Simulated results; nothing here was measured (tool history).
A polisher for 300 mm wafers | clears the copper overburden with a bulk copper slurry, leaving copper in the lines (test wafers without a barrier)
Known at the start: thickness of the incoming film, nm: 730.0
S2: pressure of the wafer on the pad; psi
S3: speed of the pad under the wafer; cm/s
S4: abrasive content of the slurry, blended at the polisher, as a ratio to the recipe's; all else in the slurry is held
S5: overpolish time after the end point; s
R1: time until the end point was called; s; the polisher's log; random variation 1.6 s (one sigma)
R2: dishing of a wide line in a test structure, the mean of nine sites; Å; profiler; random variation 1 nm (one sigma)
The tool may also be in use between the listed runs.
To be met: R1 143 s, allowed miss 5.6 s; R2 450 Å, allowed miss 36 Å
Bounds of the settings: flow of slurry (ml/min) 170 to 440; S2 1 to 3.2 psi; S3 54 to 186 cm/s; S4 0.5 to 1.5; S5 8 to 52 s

{"run": 1, "hour": 0.0, "flow of slurry (ml/min)": 280, "S2": 2.1, "S3": 118, "S4": 1, "S5": 26, "R1": 109.91, "R2": 860.36}
{"run": 2, "hour": 8.9, "flow of slurry (ml/min)": 280, "S2": 1.7, "S3": 118, "S4": 1, "S5": 26, "R1": 132.53, "R2": 739.09}
{"run": 3, "hour": 9.6, "flow of slurry (ml/min)": 310, "S2": 1.7, "S3": 118, "S4": 1, "S5": 26, "R1": 127.35, "R2": 764.59}
{"run": 4, "hour": 12.9, "flow of slurry (ml/min)": 290, "S2": 1.6, "S3": 120, "S4": 1, "S5": 22, "R1": 134.3, "R2": 655.38}
{"run": 5, "hour": 21.2, "flow of slurry (ml/min)": 315, "S2": 1.6, "S3": 120, "S4": 1, "S5": 22, "R1": 135.07, "R2": 678.46}
{"run": 6, "hour": 25.0, "flow of slurry (ml/min)": 315, "S2": 1.6, "S3": 120, "S4": 0.8, "S5": 22, "R1": 138.15, "R2": 673.75}
{"run": 7, "hour": 27.4, "flow of slurry (ml/min)": 320, "S2": 1.3, "S3": 132, "S4": 0.95, "S5": 9, "R1": 143.63, "R2": 320.45}
{"run": 8, "hour": 28.0, "flow of slurry (ml/min)": 320, "S2": 1.3, "S3": 130, "S4": 0.95, "S5": 11, "R1": 144.67, "R2": 367.5}
{"hour": 34.4, "done": "worn pad replaced by a new one"}
{"run": 9, "hour": 34.4, "flow of slurry (ml/min)": 320, "S2": 1.4, "S3": 128, "S4": 0.95, "S5": 18, "R1": 134.6, "R2": 574.15}
{"run": 10, "hour": 38.8, "flow of slurry (ml/min)": 305, "S2": 1.4, "S3": 128, "S4": 0.95, "S5": 18, "R1": 129.16, "R2": 574.23}
{"run": 11, "hour": 44.0, "flow of slurry (ml/min)": 310, "S2": 1.4, "S3": 128, "S4": 0.95, "S5": 17, "R1": 133.33, "R2": 553.98}
{"run": 12, "hour": 49.5, "flow of slurry (ml/min)": 310, "S2": 1.4, "S3": 128, "S4": 0.95, "S5": 16, "R1": 133.08, "R2": 524.68}
{"run": 13, "hour": 56.3, "flow of slurry (ml/min)": 310, "S2": 1.4, "S3": 128, "S4": 0.95, "S5": 15, "R1": 132.72, "R2": 479.03}

5 next moves are on the table. One of them brings every result within its allowed miss. Which?
{"run": "A", "hour": 63.1, "flow of slurry (ml/min)": 300, "S2": 1.3, "S3": 136, "S4": 0.9, "S5": 17, "R1": "?", "R2": "?"}
{"run": "B", "hour": 63.1, "flow of slurry (ml/min)": 330, "S2": 1.7, "S3": 128, "S4": 0.95, "S5": 12, "R1": "?", "R2": "?"}
{"run": "C", "hour": 63.1, "flow of slurry (ml/min)": 415, "S2": 1.4, "S3": 128, "S4": 1.35, "S5": 10, "R1": "?", "R2": "?"}
{"run": "D", "hour": 63.1, "flow of slurry (ml/min)": 325, "S2": 1.5, "S3": 108, "S4": 1.05, "S5": 14, "R1": "?", "R2": "?"}
{"run": "E", "hour": 63.1, "flow of slurry (ml/min)": 295, "S2": 1.2, "S3": 172, "S4": 0.75, "S5": 16, "R1": "?", "R2": "?"}

move=A R1=129.81 R2=542.28
move=B R1=110.65 R2=483.51
move=C R1=118.9 R2=389.06
move=D R1=141.41 R2=445.57
move=E R1=112.71 R2=568.49
A: further off than the last run
B: further off than the last run
C: further off than the last run
D: meets every target
E: further off than the last run
The right move is D.

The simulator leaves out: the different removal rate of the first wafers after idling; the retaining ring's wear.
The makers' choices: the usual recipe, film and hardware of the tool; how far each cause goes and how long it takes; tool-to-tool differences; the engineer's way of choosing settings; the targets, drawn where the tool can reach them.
